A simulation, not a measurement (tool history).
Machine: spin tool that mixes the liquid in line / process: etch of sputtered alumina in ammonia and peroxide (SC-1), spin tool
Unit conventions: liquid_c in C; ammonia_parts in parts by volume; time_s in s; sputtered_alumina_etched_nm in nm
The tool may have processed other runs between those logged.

run	hour	liquid_c	ammonia_parts	time_s	sputtered_alumina_etched_nm
1	0	62	0.8	295	28.038
2	2.4	63.5	0.8	295	30.491
3	5.2	64.5	0.8	295	31.827
4	7.3	64.5	0.95	295	32.543
5	10.4	65.5	0.95	295	34.23
6	16.8	62.5	0.95	295	29.459
7	21.2	63.5	0.95	295	30.806
8	23.1	64.5	0.95	295	32.388
9	31.2	65.5	0.95	295	34.085

What will run 10 give?
10	40	65.5	0.95	295	?

{"run 10": {"sputtered_alumina_etched_nm": 33.96}}

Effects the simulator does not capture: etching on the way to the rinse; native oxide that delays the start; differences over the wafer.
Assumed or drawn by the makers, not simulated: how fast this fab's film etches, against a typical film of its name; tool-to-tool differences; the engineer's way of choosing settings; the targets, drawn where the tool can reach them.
